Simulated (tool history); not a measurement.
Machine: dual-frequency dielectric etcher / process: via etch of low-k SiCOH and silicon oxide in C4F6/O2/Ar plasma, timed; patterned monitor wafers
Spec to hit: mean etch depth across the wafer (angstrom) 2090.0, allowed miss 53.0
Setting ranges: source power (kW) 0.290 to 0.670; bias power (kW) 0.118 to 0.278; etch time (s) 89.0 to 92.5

run,hour,source power (kW),bias power (kW),etch time (s),mean etch depth across the wafer (angstrom)
1,0.0,0.480,0.198,89.0,2417.5
2,7.9,0.480,0.198,89.0,2429.6
3,15.4,0.480,0.223,89.0,2500.9
4,22.4,0.480,0.245,89.0,2564.2
5,28.7,0.480,0.245,92.5,2672.0
6,29.8,0.450,0.236,92.0,2515.2
7,36.5,0.430,0.234,92.0,2455.5
8,45.0,0.430,0.234,92.0,2465.2
9,51.4,0.410,0.232,92.0,2371.9
10,59.0,0.400,0.231,92.0,2333.9
11,59.5,0.390,0.230,92.0,2300.7
12,66.6,0.380,0.229,92.0,2262.3
13,74.8,0.370,0.228,92.0,2220.3
14,76.4,0.360,0.228,92.0,2183.5
15,83.1,0.320,0.222,92.0,1987.0

Consider the 4 candidate settings below. Which is the only one whose results all fall within their allowed miss of target?
A,89.8,0.310,0.223,92.5,?
B,89.8,0.360,0.205,90.0,?
C,89.8,0.360,0.239,91.5,?
D,89.8,0.320,0.221,89.0,?

move,mean etch depth across the wafer (angstrom)
A,1956.9
B,2072.5
C,2191.6
D,1923.4
A: the biggest miss grows against the last run
B: each result inside its tolerance
C: pushes the last run's worst result past its target
D: the biggest miss grows against the last run
The move that meets every target is B.
